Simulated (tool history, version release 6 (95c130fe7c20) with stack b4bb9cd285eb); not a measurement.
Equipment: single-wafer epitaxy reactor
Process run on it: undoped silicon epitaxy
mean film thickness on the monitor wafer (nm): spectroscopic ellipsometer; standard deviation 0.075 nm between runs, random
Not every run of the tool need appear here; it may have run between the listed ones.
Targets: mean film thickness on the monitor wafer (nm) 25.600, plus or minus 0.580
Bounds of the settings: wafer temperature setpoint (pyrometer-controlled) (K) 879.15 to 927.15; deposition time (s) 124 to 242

run  hour  wafer temperature setpoint (pyrometer-controlled) (K)  deposition time (s)  mean film thickness on the monitor wafer (nm)
  1   0.0                                                 903.15                  183                                         19.241
  2   1.3                                                 909.15                  183                                         22.468
  3   7.7                                                 909.15                  194                                         23.801
  4  11.7                                                 910.15                  194                                         24.468
  5  20.7                                                 919.15                  194                                         30.573
  6  27.3                                                 919.15                  179                                         28.291
  7  34.5                                                 918.15                  179                                         27.545
  8  43.3                                                 917.15                  179                                         26.874
  9  49.1                                                 917.15                  179                                         26.852

Pick the move, out of 5, that brings all results within their allowed miss; only one does.
  A  54.9                                                 922.15                  150                                              ?
  B  54.9                                                 919.15                  178                                              ?
  C  54.9                                                 919.15                  174                                              ?
  D  54.9                                                 916.15                  187                                              ?
  E  54.9                                                 917.15                  184                                              ?

move  mean film thickness on the monitor wafer (nm)
   A                                         25.536
   B                                         28.139
   C                                         27.506
   D                                         27.435
   E                                         27.677
A: every result within its allowed miss
B: the biggest miss grows against the last run
C: the biggest miss grows against the last run
D: the biggest miss grows against the last run
E: the biggest miss grows against the last run
The right move is A.

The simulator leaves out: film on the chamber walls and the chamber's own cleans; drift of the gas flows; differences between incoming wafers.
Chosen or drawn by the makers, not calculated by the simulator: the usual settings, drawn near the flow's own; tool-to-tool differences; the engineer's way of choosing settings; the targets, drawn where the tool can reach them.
